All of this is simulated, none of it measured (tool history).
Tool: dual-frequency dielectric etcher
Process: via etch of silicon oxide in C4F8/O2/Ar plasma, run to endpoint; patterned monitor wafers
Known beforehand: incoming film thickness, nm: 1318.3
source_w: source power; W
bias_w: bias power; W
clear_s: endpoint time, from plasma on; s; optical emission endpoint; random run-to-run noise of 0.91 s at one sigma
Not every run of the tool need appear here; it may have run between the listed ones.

run 1 hour=0.0 | source_w=2270 bias_w=2300 | clear_s=222.52
run 2 hour=3.0 | source_w=2030 bias_w=2300 | clear_s=237.86
run 3 hour=7.1 | source_w=2030 bias_w=2708 | clear_s=227.58
run 4 hour=14.2 | source_w=1740 bias_w=2708 | clear_s=250.17
run 5 hour=19.0 | source_w=1710 bias_w=2704 | clear_s=253.98
run 6 hour=22.0 | source_w=2050 bias_w=2704 | clear_s=225.79
run 7 hour=28.8 | source_w=1940 bias_w=2692 | clear_s=233.60

Predict the results of run 8:
run 8 hour=36.2 | source_w=1850 bias_w=2683 | clear_s=?

clear_s: 241.18 s

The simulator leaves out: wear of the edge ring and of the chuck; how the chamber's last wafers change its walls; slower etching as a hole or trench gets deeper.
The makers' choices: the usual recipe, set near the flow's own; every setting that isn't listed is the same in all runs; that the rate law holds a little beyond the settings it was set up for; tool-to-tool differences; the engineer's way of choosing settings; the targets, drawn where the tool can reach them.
